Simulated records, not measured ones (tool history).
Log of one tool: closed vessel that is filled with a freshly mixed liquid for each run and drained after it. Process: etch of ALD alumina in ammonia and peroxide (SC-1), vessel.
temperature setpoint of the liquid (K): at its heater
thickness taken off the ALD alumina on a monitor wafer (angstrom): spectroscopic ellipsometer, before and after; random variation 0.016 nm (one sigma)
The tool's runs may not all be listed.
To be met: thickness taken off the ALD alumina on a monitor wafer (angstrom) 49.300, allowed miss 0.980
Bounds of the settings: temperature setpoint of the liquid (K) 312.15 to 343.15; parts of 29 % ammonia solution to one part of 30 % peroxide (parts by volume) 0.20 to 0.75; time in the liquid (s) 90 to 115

| run | day | temperature setpoint of the liquid (K) | parts of 29 % ammonia solution to one part of 30 % peroxide (parts by volume) | time in the liquid (s) | thickness taken off the ALD alumina on a monitor wafer (angstrom) |
|---|---|---|---|---|---|
| 1 | 0.000 | 328.15 | 0.45 | 115 | 68.241 |
| 2 | 0.054 | 326.15 | 0.45 | 115 | 61.141 |
| 3 | 0.412 | 326.15 | 0.55 | 115 | 62.266 |
| 4 | 0.667 | 326.15 | 0.45 | 115 | 61.028 |
| 5 | 0.912 | 319.15 | 0.45 | 115 | 41.702 |
| 6 | 1.108 | 320.15 | 0.45 | 115 | 44.095 |
| 7 | 1.329 | 320.65 | 0.45 | 115 | 45.172 |
| 8 | 1.450 | 320.65 | 0.45 | 115 | 45.307 |

Which of these 5 next moves meets every target?
| A | 1.571 | 321.65 | 0.35 | 115 | ? |
| B | 1.571 | 319.15 | 0.50 | 115 | ? |
| C | 1.571 | 319.65 | 0.45 | 115 | ? |
| D | 1.571 | 321.15 | 0.75 | 115 | ? |
| E | 1.571 | 321.15 | 0.45 | 115 | ? |

| move | thickness taken off the ALD alumina on a monitor wafer (angstrom) |
|---|---|
| A | 46.773 |
| B | 42.058 |
| C | 42.831 |
| D | 48.903 |
| E | 46.588 |
A: nearer than the last run, and not there yet
B: further off than the last run
C: further off than the last run
D: meets every target
E: nearer than the last run, and not there yet
The right move is D.

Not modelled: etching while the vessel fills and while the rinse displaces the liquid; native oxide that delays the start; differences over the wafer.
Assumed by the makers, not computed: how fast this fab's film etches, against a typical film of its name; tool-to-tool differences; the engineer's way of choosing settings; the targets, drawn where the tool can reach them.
